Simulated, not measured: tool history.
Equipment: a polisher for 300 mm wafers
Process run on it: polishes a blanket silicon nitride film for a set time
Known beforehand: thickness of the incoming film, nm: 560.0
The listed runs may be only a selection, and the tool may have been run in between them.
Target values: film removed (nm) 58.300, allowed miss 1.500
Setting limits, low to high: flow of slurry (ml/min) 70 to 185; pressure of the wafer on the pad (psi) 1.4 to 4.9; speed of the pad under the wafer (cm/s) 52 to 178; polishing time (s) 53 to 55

run,hour,flow of slurry (ml/min),pressure of the wafer on the pad (psi),speed of the pad under the wafer (cm/s),polishing time (s),film removed (nm)
1,0.0,120,3.1,114,53,83.234
2,6.9,110,2.8,114,53,74.566
3,9.1,110,2.8,104,53,70.041
4,16.5,105,2.7,104,53,65.405
5,20.3,95,2.7,104,53,65.380
6,22.0,95,2.7,82,53,53.954
7,24.5,95,2.7,82,53,53.703
8,27.0,100,2.7,82,53,55.054
9,31.2,105,2.7,82,53,54.833
10,33.9,110,2.7,82,53,55.875
11,40.6,115,2.7,82,53,55.459
12,45.8,120,2.7,82,53,56.762

Pick the move, out of 4, that brings all results within their allowed miss; only one does.
A,51.0,150,2.8,68,55,?
B,51.0,150,3.4,54,54,?
C,51.0,115,3.4,62,55,?
D,51.0,105,4.0,56,55,?

move,film removed (nm)
A,54.536
B,53.753
C,58.299
D,61.809
A: its largest miss is bigger than the last run's
B: its largest miss is bigger than the last run's
C: every result within its allowed miss
D: the result that was furthest off in the last run now lies on the other side of its target
So the answer is move C, the one that meets all the targets.

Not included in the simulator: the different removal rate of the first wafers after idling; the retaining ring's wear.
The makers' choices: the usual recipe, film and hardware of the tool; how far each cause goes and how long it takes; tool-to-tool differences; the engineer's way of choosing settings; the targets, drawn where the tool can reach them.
